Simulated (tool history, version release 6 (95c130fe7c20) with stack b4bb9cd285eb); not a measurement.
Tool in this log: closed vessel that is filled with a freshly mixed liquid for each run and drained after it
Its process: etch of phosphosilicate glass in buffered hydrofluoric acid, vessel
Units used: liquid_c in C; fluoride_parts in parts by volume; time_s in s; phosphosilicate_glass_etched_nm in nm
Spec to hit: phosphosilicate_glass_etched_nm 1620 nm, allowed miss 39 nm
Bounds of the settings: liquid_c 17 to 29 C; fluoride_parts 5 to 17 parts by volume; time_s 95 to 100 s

run,day,liquid_c,fluoride_parts,time_s,phosphosilicate_glass_etched_nm
1,0,21,10.5,95,773.41
2,0.292,21,10.5,95,773.76
3,0.483,22.5,10,95,886.65
4,0.85,23.5,9.5,95,970.24
5,1.167,24.5,9,95,1062.5
6,1.475,26.5,9,95,1202.1
7,1.538,27,8.5,95,1288.5
8,1.758,27.5,8,95,1420.9

4 candidate next runs follow, results not yet known. Just one meets every target within its allowed miss. Identify it.
A,1.979,28.5,7.5,100,?
B,1.979,27,8.5,95,?
C,1.979,29,8,100,?
D,1.979,29,8,95,?

move,phosphosilicate_glass_etched_nm
A,1693.6
B,1297.5
C,1621.8
D,1540.7
A: takes the result that was furthest off past its target
B: its largest miss is bigger than the last run's
C: all results in spec
D: nearer than the last run, and not there yet
Move C is the one to make.
